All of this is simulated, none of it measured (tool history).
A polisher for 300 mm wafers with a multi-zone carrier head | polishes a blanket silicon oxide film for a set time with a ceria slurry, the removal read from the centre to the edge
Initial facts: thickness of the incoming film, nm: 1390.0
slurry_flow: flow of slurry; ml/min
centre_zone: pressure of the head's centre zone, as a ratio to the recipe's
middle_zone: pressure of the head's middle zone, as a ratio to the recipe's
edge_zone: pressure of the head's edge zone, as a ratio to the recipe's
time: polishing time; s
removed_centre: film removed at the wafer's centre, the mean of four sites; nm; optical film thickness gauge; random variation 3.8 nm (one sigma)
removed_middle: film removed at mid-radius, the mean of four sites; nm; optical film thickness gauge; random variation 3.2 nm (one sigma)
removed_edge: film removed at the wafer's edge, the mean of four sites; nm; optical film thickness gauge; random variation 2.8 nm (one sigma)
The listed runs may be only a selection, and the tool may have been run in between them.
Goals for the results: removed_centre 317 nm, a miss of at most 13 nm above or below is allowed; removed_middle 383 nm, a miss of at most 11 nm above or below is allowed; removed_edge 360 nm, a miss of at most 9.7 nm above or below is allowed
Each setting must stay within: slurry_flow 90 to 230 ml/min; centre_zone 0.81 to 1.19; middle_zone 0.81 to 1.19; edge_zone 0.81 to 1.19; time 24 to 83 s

run  hour  slurry_flow  centre_zone  middle_zone  edge_zone  time  removed_centre  removed_middle  removed_edge
  1     0          150            1            1          1    53          311.96          337.64        319.77
  2   3.2          165         0.98         1.01       1.03    53          309.97          340.52        330.17
  3  12.1          165         0.98         1.01       1.11    53           322.7          344.33        334.47
  4  17.3          165         1.03         1.01       1.11    53          332.14           342.3        343.08
  5    26          175         0.98         1.02       1.13    54          319.79             356        350.44
  6    31          175         0.98         1.02       1.18    54          328.67           353.7        356.69
  7  36.6          180         0.97         1.04       1.18    54          318.92          359.38        360.04
  8  42.4          180         0.98         1.06       1.16    54          330.46          374.66        357.69
  9  49.2          180         0.97         1.06       1.16    54           328.8          366.73        354.85

Next run, 5 choices. One meets every target within its allowed miss, the rest don't. Which?
  A    56          145         0.94         1.02       1.17    57               ?               ?             ?
  B    56          200         0.94         1.09       1.15    54               ?               ?             ?
  C    56          150         1.01         0.99       1.18    55               ?               ?             ?
  D    56          125         1.09         1.04       1.12    57               ?               ?             ?
  E    56          175         0.95         1.01       1.16    53               ?               ?             ?

move  removed_centre  removed_middle  removed_edge
   A          313.19          363.24        376.81
   B          316.25          385.19        368.27
   C          327.35          343.98        367.15
   D          350.21          357.02        359.79
   E          306.22          346.91        357.85
A: the biggest miss grows against the last run
B: every result within its allowed miss
C: the biggest miss grows against the last run
D: the biggest miss grows against the last run
E: the biggest miss grows against the last run
The move that meets every target is B.
